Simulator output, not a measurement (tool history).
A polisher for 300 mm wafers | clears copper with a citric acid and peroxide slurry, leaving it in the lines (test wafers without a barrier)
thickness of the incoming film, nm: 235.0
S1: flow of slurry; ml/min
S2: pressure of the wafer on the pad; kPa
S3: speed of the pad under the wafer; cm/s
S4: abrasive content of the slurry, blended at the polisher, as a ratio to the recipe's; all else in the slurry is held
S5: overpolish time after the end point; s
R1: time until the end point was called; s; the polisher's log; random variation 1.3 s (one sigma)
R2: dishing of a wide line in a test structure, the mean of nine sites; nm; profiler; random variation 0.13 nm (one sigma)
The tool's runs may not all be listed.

run,hour,S1,S2,S3,S4,S5,R1,R2
1,0,250,22.8,98,1,10,92.561,19.984
2,7.2,250,22.8,98,1,6,93.224,12.254
3,12.5,250,20.7,98,1,6,102.08,11.244
4,19.2,250,18.6,98,1,6,114.7,10.649
5,22.3,250,18.6,90,1,6,123,10.016
6,24,250,18.6,90,0.8,6,130.88,8.9376
7,27,250,17.9,90,0.8,6,134.29,9.0922
8,31.9,250,17.2,90,0.8,6,140.87,8.7768
9,39.2,250,16.5,90,0.8,6,145.91,8.316
10,47.6,245,15.9,90,0.8,5,151.85,6.6586

The next listed run, before its measurement:
11,49.3,240,15.9,90,0.8,5,?,?

R1: 152.57 s
R2: 6.504 nm

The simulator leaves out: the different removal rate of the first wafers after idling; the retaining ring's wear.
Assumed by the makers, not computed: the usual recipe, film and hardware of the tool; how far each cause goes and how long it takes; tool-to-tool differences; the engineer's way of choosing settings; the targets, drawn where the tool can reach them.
